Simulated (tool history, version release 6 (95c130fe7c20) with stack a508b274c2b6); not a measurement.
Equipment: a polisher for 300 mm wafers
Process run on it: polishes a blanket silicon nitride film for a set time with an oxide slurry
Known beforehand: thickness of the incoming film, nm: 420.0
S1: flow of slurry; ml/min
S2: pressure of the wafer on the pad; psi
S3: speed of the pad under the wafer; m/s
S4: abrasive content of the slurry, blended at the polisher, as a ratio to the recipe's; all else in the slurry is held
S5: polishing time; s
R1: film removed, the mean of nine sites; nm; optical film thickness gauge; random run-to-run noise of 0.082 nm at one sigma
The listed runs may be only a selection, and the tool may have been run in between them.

run  hour   S1   S2    S3  S4  S5      R1
  1     0  135  3.6  0.86   1  31   20.45
  2   7.6  130  3.4  0.86   1  31  19.736
  3  12.8  130  4.1  0.86   1  31   23.01
  4  21.4  125  3.7  0.86   1  31  20.753
  5  25.4  120  3.4  0.86   1  31  19.157
  6  27.6  115  3.2  0.86   1  31  18.197
  7    36  110    3  0.86   1  31  16.948

Run 8 has not been measured yet. What should we expect?
  8  40.5  110   3  0.86   1  31   ?

Run 8 yielded R1 17.263 nm.
